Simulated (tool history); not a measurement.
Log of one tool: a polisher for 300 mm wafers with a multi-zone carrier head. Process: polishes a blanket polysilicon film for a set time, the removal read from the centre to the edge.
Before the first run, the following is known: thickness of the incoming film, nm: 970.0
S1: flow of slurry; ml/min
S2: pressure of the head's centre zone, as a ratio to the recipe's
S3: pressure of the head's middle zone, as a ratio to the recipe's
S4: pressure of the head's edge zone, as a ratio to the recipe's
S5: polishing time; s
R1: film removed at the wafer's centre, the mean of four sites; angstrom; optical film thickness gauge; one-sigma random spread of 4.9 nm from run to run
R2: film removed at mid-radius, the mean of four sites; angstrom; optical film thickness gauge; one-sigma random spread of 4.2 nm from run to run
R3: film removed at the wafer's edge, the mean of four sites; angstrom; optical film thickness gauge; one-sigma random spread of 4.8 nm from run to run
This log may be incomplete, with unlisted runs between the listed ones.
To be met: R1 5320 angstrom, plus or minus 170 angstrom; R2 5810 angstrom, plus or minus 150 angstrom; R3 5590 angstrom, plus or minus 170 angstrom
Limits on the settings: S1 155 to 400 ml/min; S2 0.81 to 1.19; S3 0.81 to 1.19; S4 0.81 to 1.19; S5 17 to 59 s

run,hour,S1,S2,S3,S4,S5,R1,R2,R3
1,0,255,1,1,1,38,3843.1,4004.9,3950.3
2,1.7,255,1,1.04,1,38,3876.9,4078.5,3906.5
3,6.9,255,1.07,1.04,1,38,4177.4,4081.1,3930.8
4,14.5,255,1.07,1.04,1,32,3526.1,3449.9,3365.3
5,15.6,255,1.07,1.04,1,35,3842.6,3742,3623.5
6,22.8,255,1.07,1.04,1,28,3044.8,3040,2936.8
7,25.4,260,1.06,1.05,1.02,31,3409.3,3391.3,3221.8
8,27.9,250,0.96,1.05,1.12,41,4061.1,4382.4,4453.5
9,28.8,255,0.96,1.06,1.13,42,4194,4566.9,4668.3
10,35.1,265,0.97,1.08,1.14,43,4260.3,4742.5,4702.1

Next run, 5 choices. One meets every target within its allowed miss, the rest don't. Which?
A,41.4,230,0.98,1.08,1.05,53,?,?,?
B,41.4,275,0.91,0.99,1.19,55,?,?,?
C,41.4,270,1.11,1.19,1.02,54,?,?,?
D,41.4,235,0.94,1.02,1.18,34,?,?,?
E,41.4,245,1.07,0.91,1.19,53,?,?,?

move,R1,R2,R3
A,5269.3,5721,5501.7
B,5159.7,5687.3,6112.3
C,6185,6317.2,5588.5
D,3247.1,3537.9,3724.6
E,5787.6,5131.8,5851.4
A: hits every target within its allowed miss
B: meets the target for the result that was furthest off, but another lies outside its allowed miss
C: the result that was furthest off in the last run now lies on the other side of its target
D: lands further from the targets than the last run did
E: nearer than the last run, and not there yet
A meets every target.
